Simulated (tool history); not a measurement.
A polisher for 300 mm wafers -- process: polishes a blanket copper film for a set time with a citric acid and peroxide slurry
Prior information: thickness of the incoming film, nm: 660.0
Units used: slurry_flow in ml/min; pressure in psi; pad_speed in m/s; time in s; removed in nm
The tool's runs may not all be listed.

Run 1, hour 0: slurry_flow 155 ml/min, pressure 3 psi, pad_speed 0.92 m/s, slurry_solids 1, time 112 s. Result: removed 211.28 nm.
Run 2, hour 2.5: slurry_flow 155 ml/min, pressure 3 psi, pad_speed 0.82 m/s, slurry_solids 1, time 112 s. Result: removed 195.43 nm.
Run 3, hour 7.7: slurry_flow 130 ml/min, pressure 3 psi, pad_speed 0.82 m/s, slurry_solids 1, time 112 s. Result: removed 190.75 nm.
Run 4, hour 15.2: slurry_flow 130 ml/min, pressure 3.1 psi, pad_speed 0.82 m/s, slurry_solids 1, time 112 s. Result: removed 199.72 nm.
Run 5, hour 21.9: slurry_flow 130 ml/min, pressure 3.1 psi, pad_speed 0.82 m/s, slurry_solids 1, time 112 s. Result: removed 196.43 nm.
Run 6, hour 26.3: slurry_flow 130 ml/min, pressure 3.2 psi, pad_speed 0.82 m/s, slurry_solids 1, time 112 s. Result: removed 206.3 nm.
Run 7, hour 32.8: slurry_flow 130 ml/min, pressure 3.3 psi, pad_speed 0.82 m/s, slurry_solids 1, time 112 s. Result: removed 212.72 nm.
Run 8, hour 34: slurry_flow 130 ml/min, pressure 3.6 psi, pad_speed 0.82 m/s, slurry_solids 1, time 112 s. Result: removed 229.34 nm.

Run 9 has not been measured yet. What should we expect?
Run 9, hour 38.1: slurry_flow 130 ml/min, pressure 3.8 psi, pad_speed 0.82 m/s, slurry_solids 1, time 112 s. Result: removed ?.

Run 9 yielded removed 238.3 nm.
